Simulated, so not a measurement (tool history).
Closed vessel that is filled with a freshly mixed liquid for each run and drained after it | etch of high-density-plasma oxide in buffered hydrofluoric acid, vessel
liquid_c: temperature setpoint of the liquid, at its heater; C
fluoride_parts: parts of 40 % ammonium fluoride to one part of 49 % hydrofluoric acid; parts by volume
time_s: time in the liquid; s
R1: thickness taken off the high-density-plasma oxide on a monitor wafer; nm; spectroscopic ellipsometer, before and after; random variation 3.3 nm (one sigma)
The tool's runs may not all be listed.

Run 1, hour 0: liquid_c 24 C, fluoride_parts 14.5 parts by volume, time_s 95 s. Result: R1 149.35 nm.
Run 2, hour 2.1: liquid_c 25.5 C, fluoride_parts 13 parts by volume, time_s 95 s. Result: R1 180.09 nm.
Run 3, hour 10.9: liquid_c 25.5 C, fluoride_parts 13 parts by volume, time_s 100 s. Result: R1 188.3 nm.
Run 4, hour 14.6: liquid_c 25.5 C, fluoride_parts 8.5 parts by volume, time_s 100 s. Result: R1 276.29 nm.
Run 5, hour 18.5: liquid_c 26.5 C, fluoride_parts 8.5 parts by volume, time_s 100 s. Result: R1 286.85 nm.
Run 6, hour 21.4: liquid_c 27.5 C, fluoride_parts 8.5 parts by volume, time_s 100 s. Result: R1 307.28 nm.
Run 7, hour 22.8: liquid_c 28 C, fluoride_parts 8.5 parts by volume, time_s 100 s. Result: R1 308.12 nm.

Run 8 comes next. What will it give?
Run 8, hour 24: liquid_c 28.5 C, fluoride_parts 8.5 parts by volume, time_s 100 s. Result: R1 ?.

R1: 321.62 nm
